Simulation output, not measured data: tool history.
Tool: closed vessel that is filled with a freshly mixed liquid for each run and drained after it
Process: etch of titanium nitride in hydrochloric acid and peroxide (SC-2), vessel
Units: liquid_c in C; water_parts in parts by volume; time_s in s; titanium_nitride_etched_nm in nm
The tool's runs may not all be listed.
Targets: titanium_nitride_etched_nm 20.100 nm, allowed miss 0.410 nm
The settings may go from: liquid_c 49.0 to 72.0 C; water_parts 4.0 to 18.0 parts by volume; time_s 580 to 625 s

run	hour	liquid_c	water_parts	time_s	titanium_nitride_etched_nm
1	0.0	65.0	10.0	580	35.017
2	8.4	65.0	7.0	580	47.093
3	11.1	62.0	7.0	580	38.677
4	17.1	62.0	7.0	625	42.076
5	18.8	59.5	7.0	625	35.909
6	27.3	57.5	7.0	625	31.551
7	34.1	56.0	7.0	625	28.556
8	41.9	55.0	7.0	625	27.083
9	47.0	54.0	7.0	625	25.396
10	53.4	53.0	7.0	625	23.613
11	59.3	52.5	7.0	625	22.951
12	63.1	52.0	7.0	625	22.132
13	66.6	51.5	7.0	625	21.626
14	75.5	51.0	7.0	625	20.730

4 next moves are on the table. One of them brings every result within its allowed miss. Which?
A	84.4	53.5	8.0	610	?
B	84.4	53.0	8.0	625	?
C	84.4	52.5	8.0	580	?
D	84.4	49.0	5.5	580	?

move	titanium_nitride_etched_nm
A	21.317
B	21.139
C	18.984
D	20.066
A: further off than the last run
B: further off than the last run
C: takes the result that was furthest off past its target
D: meets every target
Answer: D
